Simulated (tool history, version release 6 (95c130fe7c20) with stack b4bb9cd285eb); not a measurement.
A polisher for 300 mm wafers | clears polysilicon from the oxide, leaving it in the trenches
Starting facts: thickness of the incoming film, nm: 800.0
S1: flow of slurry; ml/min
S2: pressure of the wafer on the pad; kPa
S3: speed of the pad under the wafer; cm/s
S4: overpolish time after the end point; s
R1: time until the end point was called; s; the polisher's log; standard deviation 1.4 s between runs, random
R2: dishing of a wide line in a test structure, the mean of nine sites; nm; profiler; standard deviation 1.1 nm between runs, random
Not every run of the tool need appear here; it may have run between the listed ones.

run	hour	S1	S2	S3	S4	R1	R2
1	0.0	265	20.7	102	15	53.781	63.974
2	3.2	265	20.7	102	10	53.141	59.324
3	8.4	265	20.7	86	10	60.292	55.026
4	15.0	330	20.7	86	10	59.843	54.060
5	23.7	320	19.3	88	13	62.867	59.671
6	29.9	320	18.6	88	13	63.744	59.801

Run 7 is up next; what results do you expect?
7	34.3	320	17.9	88	13	?	?

Run 7 measured R1 65.521 s, R2 58.304 nm.

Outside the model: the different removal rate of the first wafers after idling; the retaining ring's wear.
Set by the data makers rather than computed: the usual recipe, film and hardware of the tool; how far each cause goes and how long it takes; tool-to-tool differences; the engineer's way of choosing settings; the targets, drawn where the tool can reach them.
